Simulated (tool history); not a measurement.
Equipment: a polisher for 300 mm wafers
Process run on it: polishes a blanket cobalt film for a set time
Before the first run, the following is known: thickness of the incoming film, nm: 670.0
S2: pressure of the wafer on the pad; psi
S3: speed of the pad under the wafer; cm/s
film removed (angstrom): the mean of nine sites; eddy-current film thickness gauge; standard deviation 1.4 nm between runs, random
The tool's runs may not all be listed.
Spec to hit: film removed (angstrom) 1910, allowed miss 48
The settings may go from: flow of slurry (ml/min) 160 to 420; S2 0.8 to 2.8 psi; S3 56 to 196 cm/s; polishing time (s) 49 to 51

run 1 hour=0 | flow_of_slurry_(ml/min)=270 S2=1.8 S3=126 polishing_time_(s)=49 | film_removed_(angstrom)=2421.2
run 2 hour=7.4 | flow_of_slurry_(ml/min)=270 S2=1.7 S3=126 polishing_time_(s)=49 | film_removed_(angstrom)=2309.6
run 3 hour=16.1 | flow_of_slurry_(ml/min)=270 S2=1.9 S3=126 polishing_time_(s)=49 | film_removed_(angstrom)=2499.5
run 4 hour=23.8 | flow_of_slurry_(ml/min)=270 S2=1.9 S3=112 polishing_time_(s)=49 | film_removed_(angstrom)=2234.6
run 5 hour=25.9 | flow_of_slurry_(ml/min)=270 S2=1.8 S3=112 polishing_time_(s)=49 | film_removed_(angstrom)=2152
run 6 hour=29.7 | flow_of_slurry_(ml/min)=265 S2=1.7 S3=112 polishing_time_(s)=49 | film_removed_(angstrom)=2038.2
-- hour=38.5 slurry nozzle cleaned
run 7 hour=38.5 | flow_of_slurry_(ml/min)=260 S2=1.7 S3=112 polishing_time_(s)=49 | film_removed_(angstrom)=2130.3
run 8 hour=39.1 | flow_of_slurry_(ml/min)=275 S2=1.7 S3=112 polishing_time_(s)=49 | film_removed_(angstrom)=2129
run 9 hour=46.8 | flow_of_slurry_(ml/min)=260 S2=1.7 S3=112 polishing_time_(s)=49 | film_removed_(angstrom)=2153.1
run 10 hour=54.3 | flow_of_slurry_(ml/min)=275 S2=1.7 S3=112 polishing_time_(s)=49 | film_removed_(angstrom)=2150.3

Which single option among these 5 for the next run brings every result within its allowed miss of target? Just one does.
run A hour=61.8 | flow_of_slurry_(ml/min)=290 S2=1.6 S3=96 polishing_time_(s)=49 | film_removed_(angstrom)=?
run B hour=61.8 | flow_of_slurry_(ml/min)=230 S2=1.8 S3=94 polishing_time_(s)=50 | film_removed_(angstrom)=?
run C hour=61.8 | flow_of_slurry_(ml/min)=190 S2=1.6 S3=112 polishing_time_(s)=50 | film_removed_(angstrom)=?
run D hour=61.8 | flow_of_slurry_(ml/min)=275 S2=1.5 S3=104 polishing_time_(s)=49 | film_removed_(angstrom)=?
run E hour=61.8 | flow_of_slurry_(ml/min)=290 S2=2 S3=110 polishing_time_(s)=51 | film_removed_(angstrom)=?

move=A film_removed_(angstrom)=1772.1
move=B film_removed_(angstrom)=1892.9
move=C film_removed_(angstrom)=2009.1
move=D film_removed_(angstrom)=1817.6
move=E film_removed_(angstrom)=2489.5
A: takes the biggest miss from the last run beyond its target
B: hits every target within its allowed miss
C: closer than the last run, but not yet in spec
D: takes the biggest miss from the last run beyond its target
E: misses by more than the last run did
So the answer is move B, the one that meets all the targets.
